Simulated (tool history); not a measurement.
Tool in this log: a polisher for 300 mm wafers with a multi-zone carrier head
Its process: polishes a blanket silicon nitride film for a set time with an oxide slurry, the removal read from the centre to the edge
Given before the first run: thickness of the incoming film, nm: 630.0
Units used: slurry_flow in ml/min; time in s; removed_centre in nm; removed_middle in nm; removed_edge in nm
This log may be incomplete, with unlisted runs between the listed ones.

{"run": 1, "hour": 0.0, "slurry_flow": 160, "centre_zone": 1.0, "middle_zone": 1.0, "edge_zone": 1.0, "slurry_solids": 1.0, "time": 88, "removed_centre": 75.678, "removed_middle": 74.2, "removed_edge": 75.911}
{"run": 2, "hour": 5.3, "slurry_flow": 160, "centre_zone": 1.0, "middle_zone": 1.0, "edge_zone": 1.04, "slurry_solids": 1.0, "time": 88, "removed_centre": 75.271, "removed_middle": 74.377, "removed_edge": 79.014}
{"run": 3, "hour": 14.1, "slurry_flow": 155, "centre_zone": 1.0, "middle_zone": 1.0, "edge_zone": 1.02, "slurry_solids": 1.0, "time": 88, "removed_centre": 76.668, "removed_middle": 72.509, "removed_edge": 77.236}
{"run": 4, "hour": 17.9, "slurry_flow": 150, "centre_zone": 0.99, "middle_zone": 1.0, "edge_zone": 1.0, "slurry_solids": 1.0, "time": 88, "removed_centre": 74.737, "removed_middle": 73.38, "removed_edge": 75.641}
{"run": 5, "hour": 19.4, "slurry_flow": 145, "centre_zone": 0.98, "middle_zone": 0.99, "edge_zone": 0.99, "slurry_solids": 1.0, "time": 88, "removed_centre": 72.25, "removed_middle": 71.877, "removed_edge": 74.5}
{"run": 6, "hour": 28.1, "slurry_flow": 140, "centre_zone": 0.98, "middle_zone": 0.99, "edge_zone": 0.98, "slurry_solids": 1.0, "time": 88, "removed_centre": 71.909, "removed_middle": 69.84, "removed_edge": 75.121}
{"run": 7, "hour": 29.1, "slurry_flow": 140, "centre_zone": 0.98, "middle_zone": 0.99, "edge_zone": 0.96, "slurry_solids": 1.0, "time": 88, "removed_centre": 73.621, "removed_middle": 72.331, "removed_edge": 72.555}
{"run": 8, "hour": 32.2, "slurry_flow": 105, "centre_zone": 0.95, "middle_zone": 0.96, "edge_zone": 0.93, "slurry_solids": 0.95, "time": 88, "removed_centre": 64.772, "removed_middle": 63.069, "removed_edge": 66.371}
{"run": 9, "hour": 33.4, "slurry_flow": 110, "centre_zone": 0.95, "middle_zone": 0.96, "edge_zone": 0.93, "slurry_solids": 0.95, "time": 88, "removed_centre": 63.725, "removed_middle": 64.053, "removed_edge": 67.222}
{"run": 10, "hour": 40.7, "slurry_flow": 115, "centre_zone": 0.95, "middle_zone": 0.96, "edge_zone": 0.93, "slurry_solids": 0.95, "time": 88, "removed_centre": 65.873, "removed_middle": 65.614, "removed_edge": 68.745}

Estimate the outcome of run 11 from the log above:
{"hour": 46.7, "done": "worn pad replaced by a new one"}
{"run": 11, "hour": 46.7, "slurry_flow": 120, "centre_zone": 0.96, "middle_zone": 0.97, "edge_zone": 0.91, "slurry_solids": 0.95, "time": 88, "removed_centre": "?", "removed_middle": "?", "removed_edge": "?"}

removed_centre: 73.054 nm
removed_middle: 72.451 nm
removed_edge: 74.464 nm

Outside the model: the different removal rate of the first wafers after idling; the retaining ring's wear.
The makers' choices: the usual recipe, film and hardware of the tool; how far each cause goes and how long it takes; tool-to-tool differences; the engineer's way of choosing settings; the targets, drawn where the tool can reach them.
